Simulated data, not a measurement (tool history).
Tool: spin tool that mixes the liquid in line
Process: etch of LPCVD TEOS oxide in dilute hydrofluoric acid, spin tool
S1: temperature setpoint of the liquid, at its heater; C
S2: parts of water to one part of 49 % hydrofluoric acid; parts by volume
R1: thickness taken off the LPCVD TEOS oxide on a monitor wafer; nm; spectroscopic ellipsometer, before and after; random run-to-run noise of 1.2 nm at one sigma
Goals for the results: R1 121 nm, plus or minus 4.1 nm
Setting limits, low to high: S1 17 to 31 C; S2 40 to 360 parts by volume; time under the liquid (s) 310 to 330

run 1 day=0 | S1=23 S2=200 time_under_the_liquid_(s)=310 | R1=57.49
run 2 day=0.262 | S1=23 S2=200 time_under_the_liquid_(s)=330 | R1=61.287
run 3 day=0.438 | S1=24 S2=190 time_under_the_liquid_(s)=330 | R1=67.936
run 4 day=0.792 | S1=25 S2=180 time_under_the_liquid_(s)=330 | R1=73.931
run 5 day=1.138 | S1=26.5 S2=180 time_under_the_liquid_(s)=330 | R1=78.081
run 6 day=1.425 | S1=26.5 S2=180 time_under_the_liquid_(s)=330 | R1=79.921
run 7 day=1.608 | S1=27 S2=175 time_under_the_liquid_(s)=330 | R1=82.755
run 8 day=1.946 | S1=31 S2=120 time_under_the_liquid_(s)=330 | R1=153.57
run 9 day=2.021 | S1=30.5 S2=120 time_under_the_liquid_(s)=330 | R1=146.73
run 10 day=2.342 | S1=30 S2=120 time_under_the_liquid_(s)=330 | R1=146.29
run 11 day=2.521 | S1=29.5 S2=120 time_under_the_liquid_(s)=330 | R1=141.86
run 12 day=2.721 | S1=29 S2=120 time_under_the_liquid_(s)=330 | R1=138.22
run 13 day=3.058 | S1=28.5 S2=120 time_under_the_liquid_(s)=330 | R1=137.05
run 14 day=3.092 | S1=25 S2=125 time_under_the_liquid_(s)=330 | R1=114.35

Which of these 5 next moves meets every target?
run A day=3.125 | S1=27 S2=130 time_under_the_liquid_(s)=310 | R1=?
run B day=3.125 | S1=24 S2=120 time_under_the_liquid_(s)=310 | R1=?
run C day=3.125 | S1=27.5 S2=140 time_under_the_liquid_(s)=330 | R1=?
run D day=3.125 | S1=25 S2=130 time_under_the_liquid_(s)=330 | R1=?
run E day=3.125 | S1=25 S2=120 time_under_the_liquid_(s)=330 | R1=?

move=A R1=108.35
move=B R1=105.91
move=C R1=107.76
move=D R1=106.89
move=E R1=117.21
A: its largest miss is bigger than the last run's
B: its largest miss is bigger than the last run's
C: its largest miss is bigger than the last run's
D: its largest miss is bigger than the last run's
E: all results land within tolerance of their targets
The move that meets every target is E.
